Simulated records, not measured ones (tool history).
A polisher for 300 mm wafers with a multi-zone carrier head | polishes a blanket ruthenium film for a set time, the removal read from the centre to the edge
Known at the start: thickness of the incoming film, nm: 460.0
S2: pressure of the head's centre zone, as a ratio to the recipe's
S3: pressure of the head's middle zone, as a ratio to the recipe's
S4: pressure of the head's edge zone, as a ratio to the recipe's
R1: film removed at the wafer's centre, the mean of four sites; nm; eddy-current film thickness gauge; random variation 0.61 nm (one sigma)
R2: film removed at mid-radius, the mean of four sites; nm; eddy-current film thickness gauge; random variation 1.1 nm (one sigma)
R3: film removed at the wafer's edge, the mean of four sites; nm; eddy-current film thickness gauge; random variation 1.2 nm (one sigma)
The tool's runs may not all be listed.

run 1 hour=0 | flow_of_slurry_(ml/min)=255 S2=1 S3=1 S4=1 polishing_time_(s)=89 | R1=104.34 R2=102.91 R3=101.99
run 2 hour=7.4 | flow_of_slurry_(ml/min)=255 S2=1 S3=0.97 S4=1 polishing_time_(s)=89 | R1=102.34 R2=100.02 R3=105.62
run 3 hour=10 | flow_of_slurry_(ml/min)=255 S2=1 S3=0.97 S4=1.07 polishing_time_(s)=89 | R1=103.67 R2=102.66 R3=109.82
run 4 hour=15.6 | flow_of_slurry_(ml/min)=245 S2=0.97 S3=0.96 S4=1.04 polishing_time_(s)=88 | R1=98.327 R2=95.944 R3=104.96
run 5 hour=21 | flow_of_slurry_(ml/min)=235 S2=0.94 S3=0.97 S4=1.04 polishing_time_(s)=88 | R1=96.113 R2=98.244 R3=104.1
run 6 hour=28.9 | flow_of_slurry_(ml/min)=230 S2=0.91 S3=0.96 S4=1.03 polishing_time_(s)=88 | R1=91.379 R2=95.934 R3=104.08
run 7 hour=37.9 | flow_of_slurry_(ml/min)=225 S2=0.9 S3=0.96 S4=1.01 polishing_time_(s)=88 | R1=90.719 R2=95.754 R3=102.19
run 8 hour=40.2 | flow_of_slurry_(ml/min)=220 S2=0.89 S3=0.95 S4=1 polishing_time_(s)=88 | R1=89.104 R2=97.417 R3=104.59
run 9 hour=45.4 | flow_of_slurry_(ml/min)=220 S2=0.89 S3=0.95 S4=1 polishing_time_(s)=86 | R1=87.347 R2=91.461 R3=99.078
run 10 hour=52.2 | flow_of_slurry_(ml/min)=215 S2=0.88 S3=0.95 S4=1 polishing_time_(s)=86 | R1=85.708 R2=93.582 R3=98.602

Run 11 comes next. What will it give?
run 11 hour=57.3 | flow_of_slurry_(ml/min)=210 S2=0.88 S3=0.94 S4=0.99 polishing_time_(s)=86 | R1=? R2=? R3=?

{"run 11": {"R1": 84.63, "R2": 92.002, "R3": 99.156}}

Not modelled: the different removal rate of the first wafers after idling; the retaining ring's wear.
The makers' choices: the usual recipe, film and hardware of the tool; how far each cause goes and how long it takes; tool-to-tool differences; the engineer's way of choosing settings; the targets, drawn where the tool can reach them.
